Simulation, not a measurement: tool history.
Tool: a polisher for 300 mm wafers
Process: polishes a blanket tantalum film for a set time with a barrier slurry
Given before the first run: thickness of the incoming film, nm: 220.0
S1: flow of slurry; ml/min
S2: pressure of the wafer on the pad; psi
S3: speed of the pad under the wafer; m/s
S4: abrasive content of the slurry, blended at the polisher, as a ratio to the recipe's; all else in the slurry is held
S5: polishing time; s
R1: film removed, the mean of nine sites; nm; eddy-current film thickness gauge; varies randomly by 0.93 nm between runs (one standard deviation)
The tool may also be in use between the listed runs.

run,hour,S1,S2,S3,S4,S5,R1
1,0.0,160,1.8,1.14,1.0,53,100.020
2,2.7,200,1.8,1.14,1.0,53,104.400
3,4.0,195,1.7,1.14,1.0,53,100.340
4,12.6,195,1.9,1.14,1.0,53,109.980
5,21.2,190,1.8,1.14,1.0,53,103.780
6,24.7,185,1.7,1.14,1.0,53,97.703

What will run 7 give?
7,31.8,180,1.6,1.14,1.0,53,?

Run 7 gave R1 94.845 nm.

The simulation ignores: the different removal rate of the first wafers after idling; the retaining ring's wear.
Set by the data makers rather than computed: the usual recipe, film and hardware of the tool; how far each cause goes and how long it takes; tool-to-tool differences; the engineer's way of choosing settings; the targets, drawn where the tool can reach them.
